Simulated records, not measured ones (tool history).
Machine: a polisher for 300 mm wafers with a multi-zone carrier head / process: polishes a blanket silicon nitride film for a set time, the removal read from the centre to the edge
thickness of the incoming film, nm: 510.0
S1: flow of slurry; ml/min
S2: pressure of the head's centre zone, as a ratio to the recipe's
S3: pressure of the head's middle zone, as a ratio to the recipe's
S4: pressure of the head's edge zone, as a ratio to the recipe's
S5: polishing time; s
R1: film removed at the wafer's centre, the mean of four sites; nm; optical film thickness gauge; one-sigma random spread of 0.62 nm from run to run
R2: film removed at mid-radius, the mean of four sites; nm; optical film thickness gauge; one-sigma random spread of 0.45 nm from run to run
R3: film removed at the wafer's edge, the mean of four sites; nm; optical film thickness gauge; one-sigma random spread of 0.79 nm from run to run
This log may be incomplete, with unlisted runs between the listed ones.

| run | hour | S1 | S2 | S3 | S4 | S5 | R1 | R2 | R3 |
|---|---|---|---|---|---|---|---|---|---|
| 1 | 0.0 | 310 | 1.00 | 1.00 | 1.00 | 34 | 45.898 | 45.019 | 46.663 |
| 2 | 1.9 | 310 | 0.96 | 1.00 | 1.00 | 34 | 44.240 | 45.298 | 46.199 |
| 3 | 8.9 | 315 | 0.98 | 1.03 | 1.04 | 36 | 48.218 | 48.604 | 48.515 |
| 4 | 11.4 | 315 | 0.91 | 1.03 | 1.04 | 36 | 45.523 | 47.959 | 49.056 |
| 5 | 17.2 | 315 | 0.91 | 1.03 | 1.05 | 38 | 47.682 | 51.386 | 53.266 |
| 6 | 19.8 | 315 | 0.91 | 1.03 | 1.05 | 41 | 52.189 | 55.150 | 57.134 |
| 7 | 23.1 | 320 | 0.92 | 1.04 | 1.06 | 42 | 54.355 | 57.721 | 58.434 |
| 8 | 29.0 | 325 | 0.93 | 1.04 | 1.07 | 43 | 55.747 | 58.971 | 60.761 |
| 9 | 30.6 | 325 | 0.94 | 1.04 | 1.07 | 43 | 56.717 | 58.768 | 60.405 |
| 10 | 33.7 | 325 | 0.94 | 1.05 | 1.07 | 43 | 56.339 | 59.865 | 60.057 |
| 11 | 38.5 | 325 | 0.95 | 1.05 | 1.08 | 43 | 57.071 | 58.743 | 59.951 |
| 12 | 43.7 | 330 | 0.95 | 1.05 | 1.08 | 43 | 57.397 | 59.804 | 61.121 |
| 13 | 47.9 | 340 | 0.96 | 1.05 | 1.08 | 43 | 58.523 | 59.414 | 60.911 |
| 14 | 53.0 | 340 | 0.96 | 1.05 | 1.08 | 43 | 56.468 | 59.203 | 60.225 |

Run 15 comes next. What will it give?
| 15 | 60.9 | 335 | 0.96 | 1.05 | 1.08 | 43 | ? | ? | ? |

Run 15 produced R1 58.031 nm, R2 59.831 nm, R3 59.785 nm.

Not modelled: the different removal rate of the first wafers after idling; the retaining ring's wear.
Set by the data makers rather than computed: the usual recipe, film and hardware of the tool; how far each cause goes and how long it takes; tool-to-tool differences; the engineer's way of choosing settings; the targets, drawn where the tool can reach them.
